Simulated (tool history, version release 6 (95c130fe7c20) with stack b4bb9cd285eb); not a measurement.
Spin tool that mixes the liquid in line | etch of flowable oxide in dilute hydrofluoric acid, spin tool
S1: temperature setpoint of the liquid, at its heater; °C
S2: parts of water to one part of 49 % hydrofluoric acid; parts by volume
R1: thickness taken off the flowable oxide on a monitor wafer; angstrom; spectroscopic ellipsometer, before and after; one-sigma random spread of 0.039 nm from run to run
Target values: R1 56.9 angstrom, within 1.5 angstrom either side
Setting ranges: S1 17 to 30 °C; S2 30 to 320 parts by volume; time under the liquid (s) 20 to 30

{"run": 1, "hour": 0.0, "S1": 22, "S2": 175, "time under the liquid (s)": 30, "R1": 37.812}
{"run": 2, "hour": 8.5, "S1": 23, "S2": 175, "time under the liquid (s)": 30, "R1": 39.188}
{"run": 3, "hour": 16.3, "S1": 24, "S2": 175, "time under the liquid (s)": 30, "R1": 40.514}
{"run": 4, "hour": 21.1, "S1": 24, "S2": 175, "time under the liquid (s)": 30, "R1": 40.877}
{"run": 5, "hour": 24.7, "S1": 24, "S2": 200, "time under the liquid (s)": 30, "R1": 34.834}
{"run": 6, "hour": 32.4, "S1": 22.5, "S2": 200, "time under the liquid (s)": 30, "R1": 33.002}
{"run": 7, "hour": 35.2, "S1": 23.5, "S2": 195, "time under the liquid (s)": 30, "R1": 35.125}
{"run": 8, "hour": 40.5, "S1": 23.5, "S2": 195, "time under the liquid (s)": 30, "R1": 35.307}
{"run": 9, "hour": 49.0, "S1": 24.5, "S2": 190, "time under the liquid (s)": 30, "R1": 37.283}
{"run": 10, "hour": 53.7, "S1": 25, "S2": 185, "time under the liquid (s)": 30, "R1": 39.814}
{"run": 11, "hour": 57.9, "S1": 25.5, "S2": 180, "time under the liquid (s)": 30, "R1": 41.652}
{"run": 12, "hour": 63.2, "S1": 29.5, "S2": 150, "time under the liquid (s)": 30, "R1": 59.413}

Exercise: of the 5 proposed moves below, exactly one satisfies all targets within the stated allowed misses. Which move is it?
{"run": "A", "hour": 68.5, "S1": 28, "S2": 155, "time under the liquid (s)": 30, "R1": "?"}
{"run": "B", "hour": 68.5, "S1": 27.5, "S2": 140, "time under the liquid (s)": 30, "R1": "?"}
{"run": "C", "hour": 68.5, "S1": 30, "S2": 165, "time under the liquid (s)": 30, "R1": "?"}
{"run": "D", "hour": 68.5, "S1": 30, "S2": 145, "time under the liquid (s)": 30, "R1": "?"}
{"run": "E", "hour": 68.5, "S1": 29, "S2": 155, "time under the liquid (s)": 30, "R1": "?"}

move=A R1=54.984
move=B R1=60.894
move=C R1=54.814
move=D R1=64.02
move=E R1=57.02
A: carries the result that was furthest off beyond its target, to the other side
B: misses by more than the last run did
C: carries the result that was furthest off beyond its target, to the other side
D: misses by more than the last run did
E: each result inside its tolerance
Answer: E
